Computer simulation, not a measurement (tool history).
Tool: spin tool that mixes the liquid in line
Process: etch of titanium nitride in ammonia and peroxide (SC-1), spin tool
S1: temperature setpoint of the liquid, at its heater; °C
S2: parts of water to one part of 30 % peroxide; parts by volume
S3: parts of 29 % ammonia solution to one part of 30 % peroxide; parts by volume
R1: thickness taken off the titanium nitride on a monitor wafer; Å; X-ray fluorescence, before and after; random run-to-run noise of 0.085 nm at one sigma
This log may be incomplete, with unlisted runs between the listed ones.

run 1 hour=0.0 | S1=56.0 S2=16.5 S3=0.40 time_under_the_liquid_(s)=315 | R1=183.33
run 2 hour=7.1 | S1=56.0 S2=16.5 S3=0.35 time_under_the_liquid_(s)=315 | R1=176.84
run 3 hour=8.8 | S1=56.0 S2=14.5 S3=0.35 time_under_the_liquid_(s)=315 | R1=188.33
run 4 hour=12.7 | S1=56.0 S2=14.5 S3=0.35 time_under_the_liquid_(s)=335 | R1=205.95
run 5 hour=15.6 | S1=56.0 S2=14.5 S3=0.50 time_under_the_liquid_(s)=335 | R1=219.02
run 6 hour=21.8 | S1=59.0 S2=14.5 S3=0.50 time_under_the_liquid_(s)=335 | R1=266.40

Run 7, settings as shown, results not yet in. Your forecast:
run 7 hour=27.1 | S1=57.5 S2=14.5 S3=0.50 time_under_the_liquid_(s)=335 | R1=?

For run 7 the tool returned R1 241.90 Å.
